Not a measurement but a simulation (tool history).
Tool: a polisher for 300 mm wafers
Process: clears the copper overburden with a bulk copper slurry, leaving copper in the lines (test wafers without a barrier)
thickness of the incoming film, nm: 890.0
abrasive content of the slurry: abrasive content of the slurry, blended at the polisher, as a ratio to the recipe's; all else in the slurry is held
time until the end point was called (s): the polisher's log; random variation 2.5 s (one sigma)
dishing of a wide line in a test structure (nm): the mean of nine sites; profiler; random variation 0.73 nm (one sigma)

run,hour,flow of slurry (ml/min),pressure of the wafer on the pad (psi),speed of the pad under the wafer (cm/s),abrasive content of the slurry,overpolish time after the end point (s),time until the end point was called (s),dishing of a wide line in a test structure (nm)
1,0.0,185,3.1,142,1.00,22,60.942,45.969
2,2.0,185,3.1,142,1.00,17,61.215,43.466
3,8.6,185,3.1,142,1.00,12,61.337,42.107
4,17.5,180,2.5,122,1.00,10,84.346,37.080
5,23.0,175,2.1,106,1.00,10,114.430,33.150
6,24.6,175,2.1,106,0.85,10,120.680,32.167
7,32.5,175,1.4,98,0.75,9,192.610,23.120

Run 8 comes next. What will it give?
8,35.8,165,1.6,90,0.85,11,?,?

{"run 8": {"time until the end point was called (s)": 185.46, "dishing of a wide line in a test structure (nm)": 27.528}}

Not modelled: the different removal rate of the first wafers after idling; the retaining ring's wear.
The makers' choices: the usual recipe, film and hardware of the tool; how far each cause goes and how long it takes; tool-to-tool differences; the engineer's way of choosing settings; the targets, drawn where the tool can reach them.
